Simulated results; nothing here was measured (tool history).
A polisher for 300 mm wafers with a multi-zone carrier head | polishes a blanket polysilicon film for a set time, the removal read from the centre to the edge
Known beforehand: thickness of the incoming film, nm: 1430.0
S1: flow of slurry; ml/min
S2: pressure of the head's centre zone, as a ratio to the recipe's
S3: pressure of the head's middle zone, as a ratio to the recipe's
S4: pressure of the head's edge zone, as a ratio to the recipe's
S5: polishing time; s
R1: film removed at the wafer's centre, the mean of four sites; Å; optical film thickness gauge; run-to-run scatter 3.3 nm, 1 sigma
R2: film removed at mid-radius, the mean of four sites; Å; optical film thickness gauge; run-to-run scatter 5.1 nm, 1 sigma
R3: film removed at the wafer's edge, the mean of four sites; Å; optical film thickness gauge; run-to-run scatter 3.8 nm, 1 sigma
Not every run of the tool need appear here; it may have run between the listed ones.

{"run": 1, "hour": 0.0, "S1": 240, "S2": 1, "S3": 1, "S4": 1, "S5": 69, "R1": 4814.7, "R2": 4834.5, "R3": 4767.6}
{"run": 2, "hour": 5.6, "S1": 240, "S2": 1, "S3": 1, "S4": 1, "S5": 86, "R1": 5975.1, "R2": 5838.7, "R3": 6016.7}
{"run": 3, "hour": 6.2, "S1": 240, "S2": 1, "S3": 1, "S4": 1, "S5": 95, "R1": 6654, "R2": 6599.3, "R3": 6530.3}
{"run": 4, "hour": 7.9, "S1": 230, "S2": 0.97, "S3": 1, "S4": 0.98, "S5": 87, "R1": 5953.8, "R2": 5955.5, "R3": 6145.1}
{"run": 5, "hour": 13.0, "S1": 180, "S2": 0.97, "S3": 1, "S4": 0.98, "S5": 87, "R1": 5599.9, "R2": 5715.6, "R3": 5828.5}
{"run": 6, "hour": 16.1, "S1": 175, "S2": 0.95, "S3": 1.01, "S4": 0.98, "S5": 80, "R1": 5064.1, "R2": 5380.6, "R3": 5353.5}
{"run": 7, "hour": 19.1, "S1": 170, "S2": 0.93, "S3": 1.01, "S4": 0.98, "S5": 74, "R1": 4628.4, "R2": 4904, "R3": 4964.1}
{"run": 8, "hour": 20.6, "S1": 165, "S2": 0.91, "S3": 1.02, "S4": 0.98, "S5": 70, "R1": 4178.9, "R2": 4540.1, "R3": 4664.4}
{"run": 9, "hour": 21.5, "S1": 165, "S2": 0.9, "S3": 1.03, "S4": 0.97, "S5": 67, "R1": 3983.3, "R2": 4536.2, "R3": 4384.3}
{"run": 10, "hour": 27.9, "S1": 165, "S2": 0.88, "S3": 1.03, "S4": 0.96, "S5": 65, "R1": 3806.9, "R2": 4254.9, "R3": 4214.3}
{"run": 11, "hour": 29.3, "S1": 160, "S2": 0.87, "S3": 1.04, "S4": 0.96, "S5": 64, "R1": 3658.9, "R2": 4238.1, "R3": 4196.6}
{"run": 12, "hour": 37.1, "S1": 160, "S2": 0.86, "S3": 1.04, "S4": 0.95, "S5": 63, "R1": 3618, "R2": 4225.5, "R3": 4091.3}
{"run": 13, "hour": 39.4, "S1": 160, "S2": 0.85, "S3": 1.04, "S4": 0.95, "S5": 62, "R1": 3461.8, "R2": 4074, "R3": 4033}

For run 14, what comes out?
{"run": 14, "hour": 47.3, "S1": 160, "S2": 0.84, "S3": 1.04, "S4": 0.94, "S5": 62, "R1": "?", "R2": "?", "R3": "?"}

{"run 14": {"R1": 3427.7, "R2": 4176.9, "R3": 4061.8}}
